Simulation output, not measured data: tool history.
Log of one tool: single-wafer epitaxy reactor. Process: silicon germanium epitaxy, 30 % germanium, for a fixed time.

| run | hour | wafer temperature setpoint (pyrometer-controlled) (°C) | chamber pressure (mTorr) | mean film thickness on the monitor wafer (nm) |
|---|---|---|---|---|
| 1 | 0 | 605 | 18400 | 68.098 |
| 2 | 7.4 | 606 | 18400 | 69.366 |
| 3 | 16.3 | 606 | 16200 | 67.115 |
| 4 | 17.2 | 606 | 18600 | 70.389 |
| 5 | 23.9 | 607 | 18600 | 71.369 |
| 6 | 28.8 | 598 | 18600 | 61.41 |
| 7 | 35.1 | 601 | 18600 | 64.715 |
| 8 | 37.1 | 603 | 18600 | 66.037 |

Run 9 has not been measured yet. What should we expect?
| 9 | 44.4 | 611 | 18700 | ? |

{"run 9": {"mean film thickness on the monitor wafer (nm)": 75.513}}
